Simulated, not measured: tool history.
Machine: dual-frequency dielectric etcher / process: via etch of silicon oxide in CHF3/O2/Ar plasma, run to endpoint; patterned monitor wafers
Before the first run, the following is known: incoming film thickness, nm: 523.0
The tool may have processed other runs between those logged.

run 1 hour=0.0 | source_power_(kW)=0.570 bias_power_(kW)=0.184 | endpoint_time_(s)=284.11
run 2 hour=8.2 | source_power_(kW)=0.540 bias_power_(kW)=0.184 | endpoint_time_(s)=293.57
run 3 hour=13.0 | source_power_(kW)=0.560 bias_power_(kW)=0.185 | endpoint_time_(s)=286.82
run 4 hour=18.5 | source_power_(kW)=0.620 bias_power_(kW)=0.185 | endpoint_time_(s)=270.86
run 5 hour=22.6 | source_power_(kW)=0.620 bias_power_(kW)=0.153 | endpoint_time_(s)=299.38
run 6 hour=30.4 | source_power_(kW)=0.700 bias_power_(kW)=0.153 | endpoint_time_(s)=282.07
run 7 hour=31.6 | source_power_(kW)=0.710 bias_power_(kW)=0.156 | endpoint_time_(s)=273.34
run 8 hour=33.8 | source_power_(kW)=0.720 bias_power_(kW)=0.157 | endpoint_time_(s)=273.48
run 9 hour=41.4 | source_power_(kW)=0.730 bias_power_(kW)=0.159 | endpoint_time_(s)=270.16
run 10 hour=45.7 | source_power_(kW)=0.730 bias_power_(kW)=0.159 | endpoint_time_(s)=268.62
run 11 hour=51.1 | source_power_(kW)=0.740 bias_power_(kW)=0.160 | endpoint_time_(s)=268.60

Predict the results of run 12:
run 12 hour=59.5 | source_power_(kW)=0.750 bias_power_(kW)=0.162 | endpoint_time_(s)=?

endpoint time (s): 260.60
